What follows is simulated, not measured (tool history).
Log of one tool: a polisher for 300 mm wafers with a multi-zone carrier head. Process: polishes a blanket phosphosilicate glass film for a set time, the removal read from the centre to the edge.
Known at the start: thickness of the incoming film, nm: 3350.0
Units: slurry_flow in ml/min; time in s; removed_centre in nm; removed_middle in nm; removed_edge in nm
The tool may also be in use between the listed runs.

run	hour	slurry_flow	centre_zone	middle_zone	edge_zone	slurry_solids	time	removed_centre	removed_middle	removed_edge
1	0	120	1	1	1	1	52	310.02	306.6	312.44
2	7.8	130	1	1.04	1.03	1.1	52	333.59	333.38	334.74
3	11.8	135	0.98	1.07	1.04	1.2	53	345.56	371.35	346.76
4	14.2	135	0.98	1.01	1.04	1.2	53	343.88	345.59	351.6
5	21.8	135	1.06	1.01	1.04	1.2	53	367.45	346.04	357.52
6	23.2	135	1.06	1.01	1.08	1.2	53	370.13	353.66	356.07
7	29.9	135	1.03	1.02	1.1	1.25	55	381.62	370.95	381.16

The next listed run, before its measurement:
8	33	140	1.01	1.05	1.12	1.3	56	?	?	?

Run 8 gave removed_centre 390.44 nm, removed_middle 391.23 nm, removed_edge 405.06 nm.
